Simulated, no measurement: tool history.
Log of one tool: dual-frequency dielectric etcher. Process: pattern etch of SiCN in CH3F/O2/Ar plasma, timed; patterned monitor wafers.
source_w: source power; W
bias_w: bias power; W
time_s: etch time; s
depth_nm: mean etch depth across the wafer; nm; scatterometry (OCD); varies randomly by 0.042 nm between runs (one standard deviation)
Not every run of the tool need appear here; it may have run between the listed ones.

| run | day | source_w | bias_w | time_s | depth_nm |
|---|---|---|---|---|---|
| 1 | 0.000 | 470 | 68 | 32 | 11.874 |
| 2 | 0.079 | 430 | 67 | 32 | 11.339 |
| 3 | 0.429 | 510 | 67 | 32 | 12.184 |
| 4 | 0.767 | 510 | 67 | 32 | 12.179 |
| 5 | 1.108 | 510 | 61 | 32 | 11.974 |
| 6 | 1.404 | 470 | 61 | 32 | 11.442 |

Run 7 has not been measured yet. What should we expect?
| 7 | 1.617 | 450 | 60 | 32 | ? |

depth_nm: 11.332 nm
